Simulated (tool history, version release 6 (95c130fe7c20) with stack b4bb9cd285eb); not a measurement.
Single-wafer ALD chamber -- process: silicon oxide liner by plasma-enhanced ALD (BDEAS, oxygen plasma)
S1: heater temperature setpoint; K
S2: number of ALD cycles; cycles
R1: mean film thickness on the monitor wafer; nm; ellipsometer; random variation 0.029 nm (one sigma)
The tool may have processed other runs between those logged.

run,hour,S1,S2,R1
1,0,598.15,77,7.2189
2,8.6,596.15,79,7.381
3,17.2,596.15,80,7.5188
4,21.3,596.15,73,6.8679
5,27.2,596.15,77,7.2326
6,33.2,596.15,71,6.6985
7,36.5,595.15,75,7.046

What does the tool deliver on the next run?
# hour 44: thermocouple changed; heater temperature recalibrated
8,44,595.15,77,?

R1: 7.2387 nm
